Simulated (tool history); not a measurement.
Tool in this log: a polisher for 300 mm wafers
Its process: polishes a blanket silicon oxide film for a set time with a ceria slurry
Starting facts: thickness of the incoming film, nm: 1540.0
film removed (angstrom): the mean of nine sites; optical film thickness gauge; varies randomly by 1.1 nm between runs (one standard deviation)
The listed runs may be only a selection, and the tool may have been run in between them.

| run | hour | flow of slurry (ml/min) | pressure of the wafer on the pad (psi) | speed of the pad under the wafer (cm/s) | polishing time (s) | film removed (angstrom) |
|---|---|---|---|---|---|---|
| 1 | 0 | 205 | 3 | 126 | 43 | 2901.8 |
| 2 | 7.6 | 205 | 3 | 110 | 43 | 2620 |
| 3 | 13.3 | 205 | 3.6 | 110 | 43 | 3157.5 |
| 4 | 15.8 | 200 | 3 | 106 | 43 | 2530.4 |
| 5 | 23.9 | 200 | 3 | 106 | 43 | 2513.2 |
| 6 | 29.4 | 245 | 3 | 106 | 43 | 2658 |
|  | 37.6 | head pressure recalibrated |
| 7 | 37.6 | 225 | 2.5 | 104 | 43 | 1979.9 |
| 8 | 39.7 | 215 | 2.3 | 104 | 43 | 1786.5 |
| 9 | 41.4 | 200 | 2.2 | 104 | 43 | 1743.3 |

Run 10 comes next. What will it give?
| 10 | 49.9 | 200 | 2.2 | 104 | 43 | ? |

For run 10 the tool returned film removed (angstrom) 1738.7.
